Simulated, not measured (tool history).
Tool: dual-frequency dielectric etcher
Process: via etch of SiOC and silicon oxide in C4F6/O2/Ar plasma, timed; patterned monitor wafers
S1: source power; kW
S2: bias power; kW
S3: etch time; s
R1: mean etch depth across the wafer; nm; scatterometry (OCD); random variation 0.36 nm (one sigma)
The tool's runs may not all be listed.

run 1 hour=0.0 | S1=0.480 S2=0.153 S3=111.5 | R1=132.81
run 2 hour=3.2 | S1=0.480 S2=0.153 S3=111.5 | R1=133.09
run 3 hour=10.2 | S1=0.510 S2=0.154 S3=111.5 | R1=135.24
run 4 hour=10.8 | S1=0.510 S2=0.154 S3=111.5 | R1=135.93
run 5 hour=15.2 | S1=0.510 S2=0.154 S3=111.5 | R1=135.47
run 6 hour=22.0 | S1=0.540 S2=0.156 S3=111.5 | R1=139.06

The next listed run, before its measurement:
run 7 hour=26.1 | S1=0.560 S2=0.157 S3=111.5 | R1=?

R1: 140.92 nm
